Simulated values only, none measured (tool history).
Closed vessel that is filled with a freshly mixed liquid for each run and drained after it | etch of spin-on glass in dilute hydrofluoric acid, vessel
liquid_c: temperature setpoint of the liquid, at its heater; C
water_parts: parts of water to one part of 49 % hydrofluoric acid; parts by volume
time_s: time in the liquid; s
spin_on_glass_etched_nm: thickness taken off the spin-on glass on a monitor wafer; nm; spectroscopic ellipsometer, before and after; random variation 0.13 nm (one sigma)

run,day,liquid_c,water_parts,time_s,spin_on_glass_etched_nm
1,0.000,23.0,110,35,12.8670
2,0.154,23.0,135,35,10.1900
3,0.238,23.0,135,35,10.4520
4,0.588,21.0,135,35,9.3952
5,0.929,22.5,135,35,10.0250
6,1.279,24.5,135,35,10.9650
7,1.642,24.5,135,35,10.8510

The next listed run, before its measurement:
8,1.767,28.5,120,35,?

spin_on_glass_etched_nm: 14.8220 nm

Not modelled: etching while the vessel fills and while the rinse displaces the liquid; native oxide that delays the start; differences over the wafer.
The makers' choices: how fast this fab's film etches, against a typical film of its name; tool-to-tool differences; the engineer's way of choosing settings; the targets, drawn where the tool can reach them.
